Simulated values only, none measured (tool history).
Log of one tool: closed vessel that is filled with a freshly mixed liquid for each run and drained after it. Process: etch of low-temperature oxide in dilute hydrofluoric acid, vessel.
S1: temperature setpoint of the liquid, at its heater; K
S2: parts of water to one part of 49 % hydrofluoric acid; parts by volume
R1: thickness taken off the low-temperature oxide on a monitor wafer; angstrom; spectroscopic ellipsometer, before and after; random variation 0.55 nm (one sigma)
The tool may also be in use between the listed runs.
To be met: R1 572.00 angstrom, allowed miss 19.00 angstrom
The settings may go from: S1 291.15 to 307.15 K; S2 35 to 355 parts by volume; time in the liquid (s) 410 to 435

run 1 hour=0.0 | S1=299.15 S2=195 time_in_the_liquid_(s)=410 | R1=345.67
run 2 hour=5.1 | S1=301.15 S2=195 time_in_the_liquid_(s)=410 | R1=374.18
run 3 hour=13.3 | S1=302.65 S2=185 time_in_the_liquid_(s)=410 | R1=421.01
run 4 hour=21.2 | S1=302.65 S2=150 time_in_the_liquid_(s)=410 | R1=535.87
run 5 hour=22.2 | S1=302.65 S2=90 time_in_the_liquid_(s)=410 | R1=990.09
run 6 hour=26.4 | S1=301.65 S2=90 time_in_the_liquid_(s)=410 | R1=937.13
run 7 hour=33.0 | S1=297.65 S2=105 time_in_the_liquid_(s)=410 | R1=666.60
run 8 hour=35.4 | S1=296.65 S2=105 time_in_the_liquid_(s)=410 | R1=653.86
run 9 hour=40.1 | S1=295.65 S2=105 time_in_the_liquid_(s)=410 | R1=627.54
run 10 hour=47.1 | S1=295.15 S2=105 time_in_the_liquid_(s)=410 | R1=613.37

5 next moves are on the table. One of them brings every result within its allowed miss. Which?
run A hour=54.1 | S1=296.15 S2=125 time_in_the_liquid_(s)=410 | R1=?
run B hour=54.1 | S1=299.15 S2=140 time_in_the_liquid_(s)=410 | R1=?
run C hour=54.1 | S1=295.15 S2=120 time_in_the_liquid_(s)=410 | R1=?
run D hour=54.1 | S1=292.15 S2=95 time_in_the_liquid_(s)=435 | R1=?
run E hour=54.1 | S1=297.15 S2=120 time_in_the_liquid_(s)=410 | R1=?

move=A R1=527.44
move=B R1=519.30
move=C R1=531.15
move=D R1=647.89
move=E R1=574.72
A: takes the result that was furthest off past its target
B: takes the result that was furthest off past its target
C: takes the result that was furthest off past its target
D: further off than the last run
E: meets every target
Move E is the one to make.

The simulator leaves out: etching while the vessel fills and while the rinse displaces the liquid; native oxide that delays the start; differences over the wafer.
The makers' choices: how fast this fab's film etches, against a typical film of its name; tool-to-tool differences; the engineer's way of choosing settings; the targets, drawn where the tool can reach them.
